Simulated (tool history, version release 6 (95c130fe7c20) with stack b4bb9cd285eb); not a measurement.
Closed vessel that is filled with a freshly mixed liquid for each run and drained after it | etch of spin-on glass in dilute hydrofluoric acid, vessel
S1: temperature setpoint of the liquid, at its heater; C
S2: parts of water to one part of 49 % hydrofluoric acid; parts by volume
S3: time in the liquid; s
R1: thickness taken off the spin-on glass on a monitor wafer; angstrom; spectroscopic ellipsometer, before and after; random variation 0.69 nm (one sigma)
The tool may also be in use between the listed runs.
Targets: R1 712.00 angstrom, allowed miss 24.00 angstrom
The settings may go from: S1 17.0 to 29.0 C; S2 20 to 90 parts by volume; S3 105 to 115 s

run 1 hour=0.0 | S1=21.0 S2=50 S3=105 | R1=1016.00
run 2 hour=1.7 | S1=21.0 S2=60 S3=105 | R1=805.70
run 3 hour=7.2 | S1=21.0 S2=60 S3=115 | R1=905.45
run 4 hour=9.5 | S1=20.5 S2=60 S3=115 | R1=885.00
run 5 hour=16.1 | S1=24.0 S2=60 S3=115 | R1=1029.20
run 6 hour=17.3 | S1=23.0 S2=60 S3=115 | R1=988.81
run 7 hour=19.9 | S1=22.0 S2=60 S3=115 | R1=930.71
run 8 hour=28.4 | S1=21.5 S2=60 S3=115 | R1=928.65
run 9 hour=30.0 | S1=21.0 S2=60 S3=115 | R1=904.90

Which of these 5 next moves meets every target?
run A hour=31.6 | S1=26.5 S2=50 S3=105 | R1=?
run B hour=31.6 | S1=18.5 S2=65 S3=110 | R1=?
run C hour=31.6 | S1=20.0 S2=40 S3=115 | R1=?
run D hour=31.6 | S1=22.0 S2=45 S3=115 | R1=?
run E hour=31.6 | S1=24.5 S2=60 S3=115 | R1=?

move=A R1=1264.40
move=B R1=717.71
move=C R1=1338.60
move=D R1=1287.10
move=E R1=1049.70
A: further off than the last run
B: meets every target
C: further off than the last run
D: further off than the last run
E: further off than the last run
Move B is the one to make.

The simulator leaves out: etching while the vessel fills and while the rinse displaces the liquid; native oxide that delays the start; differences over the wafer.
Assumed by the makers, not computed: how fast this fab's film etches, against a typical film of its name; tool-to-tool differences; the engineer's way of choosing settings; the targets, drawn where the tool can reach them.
